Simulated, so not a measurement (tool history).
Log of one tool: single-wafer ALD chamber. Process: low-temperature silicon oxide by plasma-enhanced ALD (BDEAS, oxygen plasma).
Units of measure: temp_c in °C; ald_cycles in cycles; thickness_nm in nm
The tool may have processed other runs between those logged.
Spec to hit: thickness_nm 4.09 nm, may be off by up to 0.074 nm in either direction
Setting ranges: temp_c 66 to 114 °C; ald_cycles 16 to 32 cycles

| run | day | temp_c | ald_cycles | thickness_nm |
|---|---|---|---|---|
| 1 | 0 | 90 | 24 | 3.5576 |
| 2 | 0.1 | 90 | 27 | 4.0031 |
| 3 | 0.2 | 90 | 25 | 3.6935 |
| 4 | 0.346 | 86 | 25 | 3.7292 |
| 5 | 0.429 | 95 | 25 | 3.6303 |
| 6 | 0.654 | 91 | 25 | 3.6984 |
| 7 | 1.008 | 88 | 25 | 3.7368 |
| 8 | 1.321 | 84 | 25 | 3.7591 |
| 9 | 1.612 | 82 | 25 | 3.8396 |
| 10 | 1.642 | 79 | 25 | 3.8668 |
| 11 | 1.942 | 77 | 25 | 3.862 |
| 12 | 2.025 | 75 | 25 | 3.8805 |
| 13 | 2.396 | 74 | 25 | 3.9001 |
| 14 | 2.471 | 73 | 25 | 3.9087 |
| 15 | 2.842 | 72 | 25 | 3.8967 |
| 16 | 2.938 | 71 | 25 | 3.9248 |
| 17 | 3.079 | 70 | 25 | 3.9328 |
| 18 | 3.4 | 69 | 25 | 3.9334 |

Exercise: of the 5 proposed moves below, exactly one satisfies all targets within the stated allowed misses. Which move is it?
| A | 3.721 | 69 | 24 | ? |
| B | 3.721 | 67 | 24 | ? |
| C | 3.721 | 66 | 24 | ? |
| D | 3.721 | 72 | 24 | ? |
| E | 3.721 | 70 | 26 | ? |

| move | thickness_nm |
|---|---|
| A | 3.7962 |
| B | 3.8187 |
| C | 3.83 |
| D | 3.7623 |
| E | 4.1003 |
A: lands further from the targets than the last run did
B: lands further from the targets than the last run did
C: lands further from the targets than the last run did
D: lands further from the targets than the last run did
E: hits every target within its allowed miss
Answer: E

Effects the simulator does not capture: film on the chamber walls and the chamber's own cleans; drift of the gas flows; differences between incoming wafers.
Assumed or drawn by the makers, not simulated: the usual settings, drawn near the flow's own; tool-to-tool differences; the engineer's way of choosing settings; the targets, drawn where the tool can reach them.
